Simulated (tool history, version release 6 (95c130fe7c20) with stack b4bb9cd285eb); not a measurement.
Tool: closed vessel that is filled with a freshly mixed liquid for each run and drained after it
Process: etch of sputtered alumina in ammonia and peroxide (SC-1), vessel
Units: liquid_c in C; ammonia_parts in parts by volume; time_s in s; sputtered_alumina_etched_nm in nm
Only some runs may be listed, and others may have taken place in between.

{"run": 1, "hour": 0.0, "liquid_c": 55.0, "ammonia_parts": 0.6, "time_s": 160, "sputtered_alumina_etched_nm": 16.539}
{"run": 2, "hour": 4.0, "liquid_c": 51.5, "ammonia_parts": 0.6, "time_s": 160, "sputtered_alumina_etched_nm": 13.653}
{"run": 3, "hour": 9.8, "liquid_c": 54.0, "ammonia_parts": 0.6, "time_s": 160, "sputtered_alumina_etched_nm": 15.39}
{"run": 4, "hour": 11.3, "liquid_c": 54.0, "ammonia_parts": 0.6, "time_s": 160, "sputtered_alumina_etched_nm": 15.562}
{"run": 5, "hour": 16.7, "liquid_c": 54.0, "ammonia_parts": 0.6, "time_s": 115, "sputtered_alumina_etched_nm": 11.293}
{"run": 6, "hour": 21.5, "liquid_c": 54.0, "ammonia_parts": 0.6, "time_s": 115, "sputtered_alumina_etched_nm": 11.254}
{"run": 7, "hour": 25.6, "liquid_c": 52.0, "ammonia_parts": 0.6, "time_s": 115, "sputtered_alumina_etched_nm": 10.08}

Run 8 has not been measured yet. What should we expect?
{"run": 8, "hour": 30.2, "liquid_c": 46.5, "ammonia_parts": 0.6, "time_s": 115, "sputtered_alumina_etched_nm": "?"}

Run 8 measured sputtered_alumina_etched_nm 7.365 nm.

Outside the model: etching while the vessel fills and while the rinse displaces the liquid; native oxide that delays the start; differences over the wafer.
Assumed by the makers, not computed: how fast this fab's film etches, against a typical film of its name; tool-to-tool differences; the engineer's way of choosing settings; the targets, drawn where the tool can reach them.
